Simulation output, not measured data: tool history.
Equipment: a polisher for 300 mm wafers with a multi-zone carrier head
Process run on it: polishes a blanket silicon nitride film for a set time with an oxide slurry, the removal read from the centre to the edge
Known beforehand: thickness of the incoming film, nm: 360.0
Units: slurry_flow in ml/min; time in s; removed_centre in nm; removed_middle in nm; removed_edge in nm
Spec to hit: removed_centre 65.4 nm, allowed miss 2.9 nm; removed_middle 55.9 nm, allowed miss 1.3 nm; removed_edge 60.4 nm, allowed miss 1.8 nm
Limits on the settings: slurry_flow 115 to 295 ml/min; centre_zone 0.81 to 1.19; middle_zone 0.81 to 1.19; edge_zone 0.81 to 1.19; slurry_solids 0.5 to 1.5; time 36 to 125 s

run  hour  slurry_flow  centre_zone  middle_zone  edge_zone  slurry_solids  time  removed_centre  removed_middle  removed_edge
  1     0          190            1            1          1              1    80          46.403          47.126        47.537
  2     7          200         1.03            1       1.03           1.05    80          50.737          48.148        49.752
  3   7.9          200         1.03         0.92       1.03           1.05    80          48.615          45.061        50.541
  4  12.7          175         1.03         0.92       1.03           1.05    80          48.284          44.731        48.942
  5  16.7          190         1.05         0.95       1.06            1.1    80          51.575          46.945         49.97
  6  23.6          190         1.05         0.95       1.11            1.1    80          51.984          46.998        52.507
  7  28.9          240         1.15         1.05       1.19            1.2    80          60.981          54.757        57.586
  8  36.1          240         1.15         1.05       1.19            1.2    80           60.09           55.58        56.758
  9  42.7          240         1.15         1.04       1.19            1.2    80           61.27          55.517        57.451
 10    45          260         1.16         0.98       1.19            1.3    80          63.943          54.109        59.381

Consider the 5 candidate settings below. Which is the only one whose results all fall within their allowed miss of target?
  A  47.3          255         1.14         0.98       1.19            1.5    75               ?               ?             ?
  B  47.3          235         1.16         0.96       1.19            1.2    83               ?               ?             ?
  C  47.3          250         1.19         0.96       1.19           1.25    81               ?               ?             ?
  D  47.3          240         1.18            1       1.19           1.15    86               ?               ?             ?
  E  47.3          185         1.18         0.92       1.19           1.15    86               ?               ?             ?

move  removed_centre  removed_middle  removed_edge
   A          62.333          53.578        59.086
   B          63.445          52.821         59.44
   C          65.024          52.839        59.355
   D          65.771           55.76         60.56
   E          62.963          50.032        58.916
A: the biggest miss grows against the last run
B: the biggest miss grows against the last run
C: the biggest miss grows against the last run
D: meets every target
E: the biggest miss grows against the last run
Correct choice: D, which meets every target

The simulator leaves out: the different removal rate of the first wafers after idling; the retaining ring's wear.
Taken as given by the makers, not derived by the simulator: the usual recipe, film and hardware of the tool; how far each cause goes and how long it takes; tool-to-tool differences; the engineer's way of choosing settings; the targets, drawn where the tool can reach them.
